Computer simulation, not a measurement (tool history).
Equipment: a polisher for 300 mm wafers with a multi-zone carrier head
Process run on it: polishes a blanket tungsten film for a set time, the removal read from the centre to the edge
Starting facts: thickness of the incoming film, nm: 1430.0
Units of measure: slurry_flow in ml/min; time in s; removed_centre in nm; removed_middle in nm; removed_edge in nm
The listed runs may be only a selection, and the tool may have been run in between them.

Run 1, hour 0: slurry_flow 270 ml/min, centre_zone 1, middle_zone 1, edge_zone 1, slurry_solids 1, time 58 s. Result: removed_centre 457.99 nm, removed_middle 492.93 nm, removed_edge 520.52 nm.
Run 2, hour 4.3: slurry_flow 270 ml/min, centre_zone 1, middle_zone 1, edge_zone 1, slurry_solids 1, time 46 s. Result: removed_centre 369.07 nm, removed_middle 396.6 nm, removed_edge 402.68 nm.
Run 3, hour 12: slurry_flow 215 ml/min, centre_zone 1, middle_zone 1, edge_zone 1, slurry_solids 1, time 46 s. Result: removed_centre 354.85 nm, removed_middle 385.48 nm, removed_edge 404.56 nm.
Run 4, hour 16: slurry_flow 215 ml/min, centre_zone 1, middle_zone 1, edge_zone 1, slurry_solids 1.1, time 46 s. Result: removed_centre 359.4 nm, removed_middle 399.57 nm, removed_edge 408.8 nm.
Run 5, hour 23.2: slurry_flow 215 ml/min, centre_zone 1, middle_zone 1.03, edge_zone 1, slurry_solids 1.1, time 46 s. Result: removed_centre 364.3 nm, removed_middle 402.98 nm, removed_edge 406.98 nm.
Run 6, hour 26: slurry_flow 215 ml/min, centre_zone 1, middle_zone 1.03, edge_zone 1, slurry_solids 1.2, time 46 s. Result: removed_centre 369.23 nm, removed_middle 413.76 nm, removed_edge 422.06 nm.
Run 7, hour 26.8: slurry_flow 220 ml/min, centre_zone 1, middle_zone 1.03, edge_zone 1, slurry_solids 1.2, time 46 s. Result: removed_centre 365.87 nm, removed_middle 414.07 nm, removed_edge 417.72 nm.

Run 8, settings as shown, results not yet in. Your forecast:
At hour 28.2: centre zone pressure recalibrated.
Run 8, hour 28.2: slurry_flow 235 ml/min, centre_zone 1.03, middle_zone 1.05, edge_zone 1.01, slurry_solids 1.25, time 46 s. Result: removed_centre ?, removed_middle ?, removed_edge ?.

{"run 8": {"removed_centre": 422.47, "removed_middle": 424.22, "removed_edge": 436.07}}

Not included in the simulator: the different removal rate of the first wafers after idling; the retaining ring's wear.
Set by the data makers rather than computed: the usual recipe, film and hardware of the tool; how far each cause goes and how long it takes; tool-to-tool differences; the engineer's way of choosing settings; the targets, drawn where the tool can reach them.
